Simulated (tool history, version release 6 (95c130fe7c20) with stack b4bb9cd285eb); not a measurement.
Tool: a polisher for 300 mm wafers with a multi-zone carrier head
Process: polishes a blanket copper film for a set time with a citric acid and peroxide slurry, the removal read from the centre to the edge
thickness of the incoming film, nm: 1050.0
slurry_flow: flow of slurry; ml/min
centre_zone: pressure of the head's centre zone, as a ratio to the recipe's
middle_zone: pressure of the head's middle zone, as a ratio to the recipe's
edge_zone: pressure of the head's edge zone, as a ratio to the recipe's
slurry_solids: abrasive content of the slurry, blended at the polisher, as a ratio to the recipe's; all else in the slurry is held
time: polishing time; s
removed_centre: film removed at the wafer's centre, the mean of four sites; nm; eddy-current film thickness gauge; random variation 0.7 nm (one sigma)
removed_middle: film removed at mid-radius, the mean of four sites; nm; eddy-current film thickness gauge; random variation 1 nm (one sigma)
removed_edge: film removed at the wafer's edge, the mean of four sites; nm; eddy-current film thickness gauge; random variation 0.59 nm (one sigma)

| run | hour | slurry_flow | centre_zone | middle_zone | edge_zone | slurry_solids | time | removed_centre | removed_middle | removed_edge |
|---|---|---|---|---|---|---|---|---|---|---|
| 1 | 0.0 | 310 | 1.00 | 1.00 | 1.00 | 1.00 | 50 | 69.997 | 66.015 | 63.606 |
| 2 | 5.1 | 310 | 0.99 | 1.01 | 1.02 | 1.05 | 50 | 71.300 | 67.226 | 65.714 |
| 3 | 9.2 | 310 | 0.99 | 1.01 | 1.02 | 1.05 | 57 | 78.571 | 78.327 | 74.828 |
| 4 | 15.9 | 310 | 0.99 | 1.01 | 1.02 | 0.85 | 57 | 75.559 | 72.140 | 70.603 |
| 5 | 21.8 | 315 | 0.98 | 1.02 | 1.04 | 0.85 | 57 | 73.640 | 71.591 | 69.705 |
| 6 | 27.5 | 310 | 0.97 | 1.02 | 1.05 | 0.90 | 57 | 74.981 | 75.328 | 72.157 |
| 7 | 29.6 | 310 | 0.96 | 1.01 | 1.06 | 0.90 | 57 | 74.982 | 72.705 | 72.374 |
|  | 31.7 | centre zone pressure recalibrated |
| 8 | 31.7 | 310 | 0.96 | 1.01 | 1.06 | 0.90 | 57 | 68.428 | 72.086 | 71.983 |
| 9 | 36.5 | 315 | 0.96 | 1.01 | 1.07 | 0.95 | 57 | 71.220 | 74.611 | 73.702 |
| 10 | 41.0 | 315 | 0.96 | 1.01 | 1.08 | 0.95 | 57 | 70.417 | 71.983 | 75.111 |

The next listed run, before its measurement:
| 11 | 49.4 | 315 | 0.96 | 1.01 | 1.08 | 0.95 | 57 | ? | ? | ? |

Run 11 gave removed_centre 68.759 nm, removed_middle 74.221 nm, removed_edge 73.805 nm.

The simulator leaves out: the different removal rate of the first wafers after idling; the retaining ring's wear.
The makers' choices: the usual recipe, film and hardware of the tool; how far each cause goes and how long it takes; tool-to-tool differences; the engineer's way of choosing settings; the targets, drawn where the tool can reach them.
